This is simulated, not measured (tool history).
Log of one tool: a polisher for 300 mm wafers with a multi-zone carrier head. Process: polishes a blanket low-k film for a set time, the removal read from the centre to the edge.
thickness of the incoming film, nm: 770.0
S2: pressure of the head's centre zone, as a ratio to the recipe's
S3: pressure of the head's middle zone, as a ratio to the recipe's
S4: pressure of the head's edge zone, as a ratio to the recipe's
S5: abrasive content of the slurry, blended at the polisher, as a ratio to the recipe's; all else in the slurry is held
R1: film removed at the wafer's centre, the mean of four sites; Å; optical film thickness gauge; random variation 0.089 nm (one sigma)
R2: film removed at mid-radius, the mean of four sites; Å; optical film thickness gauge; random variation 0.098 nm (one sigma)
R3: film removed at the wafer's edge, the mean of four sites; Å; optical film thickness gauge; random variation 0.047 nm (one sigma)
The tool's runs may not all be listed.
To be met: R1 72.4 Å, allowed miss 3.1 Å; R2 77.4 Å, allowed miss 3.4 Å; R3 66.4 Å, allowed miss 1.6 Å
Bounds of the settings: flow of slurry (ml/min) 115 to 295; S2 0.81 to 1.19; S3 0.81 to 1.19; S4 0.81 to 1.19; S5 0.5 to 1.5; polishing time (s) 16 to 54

Run 1, hour 0: flow of slurry (ml/min) 190, S2 1, S3 1, S4 1, S5 1, polishing time (s) 35. Result: R1 93.768 Å, R2 96.428 Å, R3 93.373 Å.
Run 2, hour 1.7: flow of slurry (ml/min) 190, S2 1, S3 1, S4 1, S5 1, polishing time (s) 39. Result: R1 104.82 Å, R2 103.48 Å, R3 103.6 Å.
Run 3, hour 8.7: flow of slurry (ml/min) 190, S2 1, S3 1.01, S4 0.98, S5 0.95, polishing time (s) 38. Result: R1 97.887 Å, R2 99.904 Å, R3 96.154 Å.
Run 4, hour 9.9: flow of slurry (ml/min) 225, S2 1, S3 1.01, S4 0.98, S5 0.95, polishing time (s) 38. Result: R1 97.841 Å, R2 101.72 Å, R3 98.285 Å.
Run 5, hour 12.4: flow of slurry (ml/min) 220, S2 1, S3 1.01, S4 0.96, S5 0.9, polishing time (s) 38. Result: R1 95.335 Å, R2 94.752 Å, R3 93.376 Å.
Run 6, hour 18.5: flow of slurry (ml/min) 220, S2 1.07, S3 1.01, S4 0.96, S5 0.9, polishing time (s) 38. Result: R1 103.09 Å, R2 99.751 Å, R3 93.119 Å.
Run 7, hour 22.2: flow of slurry (ml/min) 220, S2 1.06, S3 1.02, S4 0.94, S5 0.85, polishing time (s) 38. Result: R1 98.359 Å, R2 94.968 Å, R3 88.117 Å.
Run 8, hour 27.9: flow of slurry (ml/min) 180, S2 0.96, S3 1.1, S4 0.84, S5 0.6, polishing time (s) 38. Result: R1 57.62 Å, R2 65.665 Å, R3 54.374 Å.
Run 9, hour 29.6: flow of slurry (ml/min) 190, S2 0.96, S3 1.1, S4 0.84, S5 0.6, polishing time (s) 38. Result: R1 59.262 Å, R2 67.277 Å, R3 55.566 Å.
Run 10, hour 32.1: flow of slurry (ml/min) 200, S2 0.96, S3 1.1, S4 0.84, S5 0.6, polishing time (s) 38. Result: R1 58.476 Å, R2 67.312 Å, R3 55.52 Å.
Run 11, hour 37.5: flow of slurry (ml/min) 205, S2 0.97, S3 1.1, S4 0.85, S5 0.6, polishing time (s) 38. Result: R1 59.818 Å, R2 68.477 Å, R3 56.595 Å.

Which of these 4 next moves meets every target?
Run A, hour 42.9: flow of slurry (ml/min) 175, S2 1.07, S3 0.81, S4 0.99, S5 0.75, polishing time (s) 35. Result: R1 ?, R2 ?, R3 ?.
Run B, hour 42.9: flow of slurry (ml/min) 185, S2 1.1, S3 0.85, S4 0.91, S5 0.6, polishing time (s) 42. Result: R1 ?, R2 ?, R3 ?.
Run C, hour 42.9: flow of slurry (ml/min) 190, S2 0.99, S3 1.06, S4 0.83, S5 0.65, polishing time (s) 41. Result: R1 ?, R2 ?, R3 ?.
Run D, hour 42.9: flow of slurry (ml/min) 215, S2 0.82, S3 1.19, S4 0.92, S5 0.65, polishing time (s) 38. Result: R1 ?, R2 ?, R3 ?.

move      R1      R2      R3
   A  76.594  61.235  71.413
   B  72.141  58.412  62.742
   C  72.109  77.181  65.805
   D  57.733  80.581  64.692
A: takes the result that was furthest off past its target
B: nearer than the last run, and not there yet
C: meets every target
D: nearer than the last run, and not there yet
Move C is the one to make.
